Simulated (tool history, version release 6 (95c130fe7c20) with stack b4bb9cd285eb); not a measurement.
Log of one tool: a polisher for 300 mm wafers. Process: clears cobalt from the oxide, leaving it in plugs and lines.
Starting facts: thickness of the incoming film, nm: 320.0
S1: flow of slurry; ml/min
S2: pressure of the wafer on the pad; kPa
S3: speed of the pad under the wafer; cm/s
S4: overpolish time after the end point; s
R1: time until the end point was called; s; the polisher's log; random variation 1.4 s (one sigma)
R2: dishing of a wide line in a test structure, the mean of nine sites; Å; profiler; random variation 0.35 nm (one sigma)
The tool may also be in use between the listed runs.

run  hour   S1    S2  S3  S4      R1      R2
  1   0.0  280  10.3  86  15  86.219  330.78
  2   8.0  280  10.3  86  14  86.287  307.09
  3   9.5  280  10.3  94  14  81.330  339.83
  4  12.4  280  10.3  94  10  81.908  267.06
  5  19.7  295  11.0  88   9  80.290  246.50
  6  21.6  295  13.1  88   9  68.545  277.45

Run 7 has not been measured yet. What should we expect?
  7  22.7  295  10.3  112   4   ?   ?

Run 7 gave R1 69.696 s, R2 148.80 Å.
